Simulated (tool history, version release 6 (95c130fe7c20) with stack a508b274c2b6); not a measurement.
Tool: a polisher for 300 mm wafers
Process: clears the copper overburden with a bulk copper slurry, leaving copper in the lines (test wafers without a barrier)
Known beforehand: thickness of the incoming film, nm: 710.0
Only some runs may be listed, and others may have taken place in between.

run	hour	flow of slurry (ml/min)	pressure of the wafer on the pad (psi)	speed of the pad under the wafer (m/s)	abrasive content of the slurry	overpolish time after the end point (s)	time until the end point was called (s)	dishing of a wide line in a test structure (angstrom)
1	0.0	260	3.1	1.20	1.0	24	49.123	611.36
2	8.3	260	3.1	1.40	1.0	24	42.251	611.92
3	12.5	260	3.7	1.40	1.0	24	37.193	632.18
4	19.2	260	3.3	1.40	1.0	24	40.315	632.31
5	26.1	255	2.9	1.40	1.0	27	44.263	597.51
6	33.3	280	2.7	1.34	1.0	22	48.388	590.61

Forecast run 7:
7	38.0	280	2.6	1.30	1.0	25	?	?

{"run 7": {"time until the end point was called (s)": 51.047, "dishing of a wide line in a test structure (angstrom)": 610.98}}
